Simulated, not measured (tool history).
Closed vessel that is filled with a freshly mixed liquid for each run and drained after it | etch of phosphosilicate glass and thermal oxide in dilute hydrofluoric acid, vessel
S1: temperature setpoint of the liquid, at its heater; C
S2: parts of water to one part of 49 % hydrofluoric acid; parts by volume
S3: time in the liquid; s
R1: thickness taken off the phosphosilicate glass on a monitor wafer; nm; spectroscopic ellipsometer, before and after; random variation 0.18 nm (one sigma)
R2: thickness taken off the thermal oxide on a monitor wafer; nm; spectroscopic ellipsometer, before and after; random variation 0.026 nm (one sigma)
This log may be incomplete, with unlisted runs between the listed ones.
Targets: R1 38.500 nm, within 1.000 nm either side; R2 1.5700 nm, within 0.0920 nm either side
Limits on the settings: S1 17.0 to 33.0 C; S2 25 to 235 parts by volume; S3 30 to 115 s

run,day,S1,S2,S3,R1,R2
1,0.000,25.0,130,60,50.939,2.0954
2,0.338,22.5,130,60,46.079,1.8997
3,0.554,21.0,130,60,43.755,1.8307
4,0.654,21.0,130,75,54.524,2.2180
5,0.846,19.5,140,75,47.060,1.9250
6,1.200,19.5,185,75,33.963,1.3647
7,1.342,20.5,185,75,35.310,1.4449
8,1.575,21.0,185,75,35.903,1.4687
9,1.804,21.5,185,75,36.754,1.5441

5 candidate next runs follow, results not yet known. Just one meets every target within its allowed miss. Identify it.
A,2.033,21.0,165,70,?,?
B,2.033,22.5,210,80,?,?
C,2.033,25.0,205,75,?,?
D,2.033,23.0,175,65,?,?
E,2.033,23.5,200,75,?,?

move,R1,R2
A,38.719,1.5938
B,35.039,1.4423
C,37.077,1.5262
D,36.186,1.4895
E,36.184,1.4895
A: in spec on every target
B: moves away from the targets compared with the last run
C: better than the last run, though not everything is in spec
D: moves away from the targets compared with the last run
E: moves away from the targets compared with the last run
The right move is A.
